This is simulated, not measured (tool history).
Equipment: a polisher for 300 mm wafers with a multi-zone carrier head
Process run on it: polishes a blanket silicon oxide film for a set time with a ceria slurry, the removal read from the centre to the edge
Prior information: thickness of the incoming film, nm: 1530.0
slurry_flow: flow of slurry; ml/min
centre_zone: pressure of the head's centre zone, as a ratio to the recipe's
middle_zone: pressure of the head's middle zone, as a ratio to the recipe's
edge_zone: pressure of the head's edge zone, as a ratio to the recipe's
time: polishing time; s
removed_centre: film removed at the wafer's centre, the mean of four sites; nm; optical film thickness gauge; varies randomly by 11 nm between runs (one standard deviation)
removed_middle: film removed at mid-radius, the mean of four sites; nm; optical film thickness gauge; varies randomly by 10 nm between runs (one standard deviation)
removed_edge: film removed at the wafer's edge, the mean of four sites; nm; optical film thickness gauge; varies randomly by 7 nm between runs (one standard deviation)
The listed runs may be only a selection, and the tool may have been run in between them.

run  hour  slurry_flow  centre_zone  middle_zone  edge_zone  time  removed_centre  removed_middle  removed_edge
  1     0          220            1            1          1    74          474.59          489.09        483.46
  2     3          220            1            1       1.07    74          488.44          487.32        503.77
  3   8.1          225         1.02         1.02       1.08    76          492.47          511.82        517.48
  4  13.2          225         1.02         1.02       1.08    58          395.96          385.23        394.92
  5  19.9          225         1.09         1.02       1.08    58          409.76          387.81        399.17
  6  24.2          235          1.1         1.01       1.05    63          450.18          429.16        437.01
  7  24.9          245         1.11            1       1.02    66          490.85          434.97        439.46
  8  30.7          250         1.12         1.01       1.02    69          522.28          477.88        458.81
  9  37.8          250         1.13         1.01       1.03    72          549.13           490.9        481.98
 10  43.4          250         1.13         1.02       1.04    75          559.14          512.45        509.48

Run 11, settings as shown, results not yet in. Your forecast:
 11  51.7          255         1.14         1.03       1.04    77               ?               ?             ?

{"run 11": {"removed_centre": 594.99, "removed_middle": 523.84, "removed_edge": 530.75}}
